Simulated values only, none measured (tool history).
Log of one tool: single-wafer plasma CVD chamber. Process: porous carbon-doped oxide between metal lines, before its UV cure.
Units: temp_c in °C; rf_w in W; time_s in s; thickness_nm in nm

run	day	temp_c	rf_w	time_s	thickness_nm
1	0	285	450	18.4	103.31
2	0.062	288	430	18.4	97.383
3	0.2	288	430	17.5	92.766
4	0.462	291	425	17.5	90.385
5	0.617	293	420	17.5	88.213
6	0.888	293	475	17.5	98.75
7	1.171	295	460	17.5	95.755
8	1.2	297	445	17.5	91.52
9	1.55	299	435	17.5	88.542
10	1.592	300	425	17.5	86.348
11	1.629	301	415	17.5	83.38
12	2	302	410	17.5	81.926

Forecast run 13:
13	2.342	302	410	17.5	?

{"run 13": {"thickness_nm": 82.331}}
